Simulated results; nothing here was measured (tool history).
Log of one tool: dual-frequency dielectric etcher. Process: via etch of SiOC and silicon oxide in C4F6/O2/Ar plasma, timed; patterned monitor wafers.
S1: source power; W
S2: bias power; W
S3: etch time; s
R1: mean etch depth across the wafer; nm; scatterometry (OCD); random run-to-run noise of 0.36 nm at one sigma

run 1 hour=0.0 | S1=280 S2=131 S3=57.0 | R1=49.749
run 2 hour=4.0 | S1=310 S2=135 S3=57.0 | R1=52.098
run 3 hour=10.0 | S1=310 S2=135 S3=52.0 | R1=47.712
run 4 hour=17.3 | S1=320 S2=147 S3=53.5 | R1=50.895
run 5 hour=21.2 | S1=320 S2=147 S3=57.0 | R1=54.060
run 6 hour=25.8 | S1=320 S2=134 S3=57.0 | R1=52.805
run 7 hour=28.8 | S1=340 S2=137 S3=57.0 | R1=54.238
run 8 hour=37.6 | S1=340 S2=137 S3=57.0 | R1=54.632
run 9 hour=38.7 | S1=350 S2=139 S3=57.0 | R1=55.138
run 10 hour=45.7 | S1=360 S2=141 S3=57.0 | R1=55.467

Predict the results of run 11:
run 11 hour=49.2 | S1=370 S2=145 S3=57.0 | R1=?

{"run 11": {"R1": 57.518}}
